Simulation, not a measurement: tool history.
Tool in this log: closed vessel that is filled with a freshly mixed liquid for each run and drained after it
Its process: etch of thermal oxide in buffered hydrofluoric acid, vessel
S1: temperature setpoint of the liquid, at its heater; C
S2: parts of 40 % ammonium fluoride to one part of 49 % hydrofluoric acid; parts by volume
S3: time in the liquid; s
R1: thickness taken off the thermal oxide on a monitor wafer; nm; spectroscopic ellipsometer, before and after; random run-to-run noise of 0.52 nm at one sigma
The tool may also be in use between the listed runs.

| run | hour | S1 | S2 | S3 | R1 |
|---|---|---|---|---|---|
| 1 | 0.0 | 22.0 | 11.0 | 85 | 82.096 |
| 2 | 2.8 | 21.0 | 11.5 | 85 | 72.191 |
| 3 | 6.1 | 21.0 | 11.5 | 85 | 73.089 |
| 4 | 14.3 | 21.0 | 11.5 | 85 | 74.366 |
| 5 | 22.6 | 22.5 | 11.5 | 85 | 78.433 |
| 6 | 31.5 | 22.5 | 11.5 | 95 | 90.612 |
| 7 | 39.9 | 21.5 | 12.0 | 95 | 81.284 |
| 8 | 46.0 | 20.5 | 12.5 | 95 | 73.847 |
| 9 | 51.6 | 20.0 | 13.0 | 95 | 69.027 |
| 10 | 55.1 | 19.5 | 13.0 | 95 | 66.672 |
| 11 | 60.7 | 19.0 | 13.0 | 95 | 65.917 |
| 12 | 67.2 | 18.5 | 13.0 | 95 | 63.347 |
| 13 | 73.2 | 18.5 | 13.0 | 95 | 63.148 |
| 14 | 74.8 | 18.0 | 13.0 | 95 | 60.463 |
| 15 | 75.6 | 17.5 | 13.5 | 95 | 57.363 |

Predict the results of run 16:
| 16 | 84.6 | 17.0 | 13.5 | 95 | ? |

R1: 56.141 nm

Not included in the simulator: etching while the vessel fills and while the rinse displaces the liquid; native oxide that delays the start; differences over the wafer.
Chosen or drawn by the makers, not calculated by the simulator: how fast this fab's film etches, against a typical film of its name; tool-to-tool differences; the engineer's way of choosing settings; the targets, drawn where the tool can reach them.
